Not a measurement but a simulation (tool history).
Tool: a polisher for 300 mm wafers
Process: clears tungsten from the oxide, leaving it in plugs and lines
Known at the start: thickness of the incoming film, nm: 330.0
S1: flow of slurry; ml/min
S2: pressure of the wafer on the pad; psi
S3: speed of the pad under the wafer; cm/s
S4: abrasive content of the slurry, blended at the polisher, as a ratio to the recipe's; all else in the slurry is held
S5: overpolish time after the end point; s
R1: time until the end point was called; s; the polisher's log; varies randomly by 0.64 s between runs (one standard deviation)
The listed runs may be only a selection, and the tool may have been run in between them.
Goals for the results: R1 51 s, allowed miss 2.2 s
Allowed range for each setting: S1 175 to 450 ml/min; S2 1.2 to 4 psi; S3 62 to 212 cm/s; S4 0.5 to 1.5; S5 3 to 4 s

run 1 hour=0 | S1=290 S2=2.6 S3=136 S4=1 S5=4 | R1=101.06
run 2 hour=1.4 | S1=290 S2=2.6 S3=136 S4=1 S5=4 | R1=103.52
run 3 hour=2.4 | S1=290 S2=2.6 S3=150 S4=1 S5=4 | R1=90.179
run 4 hour=5.6 | S1=290 S2=2.6 S3=150 S4=1 S5=4 | R1=93.665
run 5 hour=14.5 | S1=320 S2=2.6 S3=150 S4=1 S5=4 | R1=95.379
run 6 hour=16.1 | S1=290 S2=2.6 S3=150 S4=1 S5=4 | R1=94.278
run 7 hour=18.6 | S1=290 S2=3.3 S3=166 S4=1 S5=4 | R1=69.33
run 8 hour=20.8 | S1=290 S2=3.4 S3=170 S4=1 S5=4 | R1=65.853
run 9 hour=26.3 | S1=290 S2=3.5 S3=174 S4=1 S5=4 | R1=60.868
run 10 hour=27.1 | S1=290 S2=3.6 S3=176 S4=1 S5=4 | R1=58.485
run 11 hour=28.5 | S1=290 S2=3.7 S3=176 S4=1 S5=4 | R1=57.802
run 12 hour=31.3 | S1=290 S2=3.8 S3=178 S4=1 S5=4 | R1=55.75
run 13 hour=33.6 | S1=290 S2=3.8 S3=180 S4=1 S5=4 | R1=56.551

Which of these 4 next moves meets every target?
run A hour=35.9 | S1=280 S2=3.3 S3=192 S4=0.95 S5=4 | R1=?
run B hour=35.9 | S1=265 S2=3.8 S3=192 S4=1.2 S5=3 | R1=?
run C hour=35.9 | S1=280 S2=3.6 S3=164 S4=1.1 S5=4 | R1=?
run D hour=35.9 | S1=260 S2=4 S3=154 S4=0.8 S5=3 | R1=?

move=A R1=61.451
move=B R1=51.02
move=C R1=63.007
move=D R1=64.913
A: moves away from the targets compared with the last run
B: every result lands within tolerance
C: moves away from the targets compared with the last run
D: moves away from the targets compared with the last run
Move B is the one to make.
